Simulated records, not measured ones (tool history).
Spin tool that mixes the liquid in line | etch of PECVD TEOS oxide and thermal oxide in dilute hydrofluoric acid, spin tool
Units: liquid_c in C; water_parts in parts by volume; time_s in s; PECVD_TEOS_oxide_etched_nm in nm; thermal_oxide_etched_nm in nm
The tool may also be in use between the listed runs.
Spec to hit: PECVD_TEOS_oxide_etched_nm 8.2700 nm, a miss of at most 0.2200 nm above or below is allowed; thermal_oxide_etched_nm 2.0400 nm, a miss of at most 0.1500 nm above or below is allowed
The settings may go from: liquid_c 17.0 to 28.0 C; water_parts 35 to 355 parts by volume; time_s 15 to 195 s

run 1 hour=0.0 | liquid_c=20.0 water_parts=195 time_s=100 | PECVD_TEOS_oxide_etched_nm=7.3629 thermal_oxide_etched_nm=1.9044
run 2 hour=3.6 | liquid_c=20.0 water_parts=170 time_s=100 | PECVD_TEOS_oxide_etched_nm=8.8152 thermal_oxide_etched_nm=2.1181
run 3 hour=6.4 | liquid_c=20.0 water_parts=170 time_s=135 | PECVD_TEOS_oxide_etched_nm=11.6480 thermal_oxide_etched_nm=2.7985
run 4 hour=14.1 | liquid_c=20.0 water_parts=220 time_s=135 | PECVD_TEOS_oxide_etched_nm=8.6710 thermal_oxide_etched_nm=2.0552
run 5 hour=18.7 | liquid_c=20.0 water_parts=165 time_s=135 | PECVD_TEOS_oxide_etched_nm=12.1900 thermal_oxide_etched_nm=3.0175
run 6 hour=20.8 | liquid_c=19.5 water_parts=170 time_s=135 | PECVD_TEOS_oxide_etched_nm=11.4810 thermal_oxide_etched_nm=2.9475
run 7 hour=28.2 | liquid_c=19.5 water_parts=170 time_s=135 | PECVD_TEOS_oxide_etched_nm=11.4860 thermal_oxide_etched_nm=2.9573
run 8 hour=32.2 | liquid_c=19.5 water_parts=180 time_s=135 | PECVD_TEOS_oxide_etched_nm=10.8380 thermal_oxide_etched_nm=2.7104
run 9 hour=34.9 | liquid_c=19.5 water_parts=185 time_s=135 | PECVD_TEOS_oxide_etched_nm=10.4610 thermal_oxide_etched_nm=2.5848
run 10 hour=35.9 | liquid_c=19.0 water_parts=190 time_s=135 | PECVD_TEOS_oxide_etched_nm=10.0330 thermal_oxide_etched_nm=2.3852
run 11 hour=39.6 | liquid_c=19.5 water_parts=195 time_s=135 | PECVD_TEOS_oxide_etched_nm=9.8112 thermal_oxide_etched_nm=2.4178
run 12 hour=48.1 | liquid_c=17.5 water_parts=215 time_s=135 | PECVD_TEOS_oxide_etched_nm=8.0098 thermal_oxide_etched_nm=1.9120

Which single option among these 4 for the next run brings every result within its allowed miss of target? Just one does.
run A hour=56.6 | liquid_c=24.0 water_parts=255 time_s=120 | PECVD_TEOS_oxide_etched_nm=? thermal_oxide_etched_nm=?
run B hour=56.6 | liquid_c=19.5 water_parts=255 time_s=150 | PECVD_TEOS_oxide_etched_nm=? thermal_oxide_etched_nm=?
run C hour=56.6 | liquid_c=20.0 water_parts=270 time_s=150 | PECVD_TEOS_oxide_etched_nm=? thermal_oxide_etched_nm=?
run D hour=56.6 | liquid_c=17.0 water_parts=220 time_s=145 | PECVD_TEOS_oxide_etched_nm=? thermal_oxide_etched_nm=?

move=A PECVD_TEOS_oxide_etched_nm=7.4706 thermal_oxide_etched_nm=1.8246
move=B PECVD_TEOS_oxide_etched_nm=7.9181 thermal_oxide_etched_nm=1.9339
move=C PECVD_TEOS_oxide_etched_nm=7.5151 thermal_oxide_etched_nm=1.8355
move=D PECVD_TEOS_oxide_etched_nm=8.3168 thermal_oxide_etched_nm=2.0313
A: further off than the last run
B: further off than the last run
C: further off than the last run
D: all results land within tolerance of their targets
D meets every target.

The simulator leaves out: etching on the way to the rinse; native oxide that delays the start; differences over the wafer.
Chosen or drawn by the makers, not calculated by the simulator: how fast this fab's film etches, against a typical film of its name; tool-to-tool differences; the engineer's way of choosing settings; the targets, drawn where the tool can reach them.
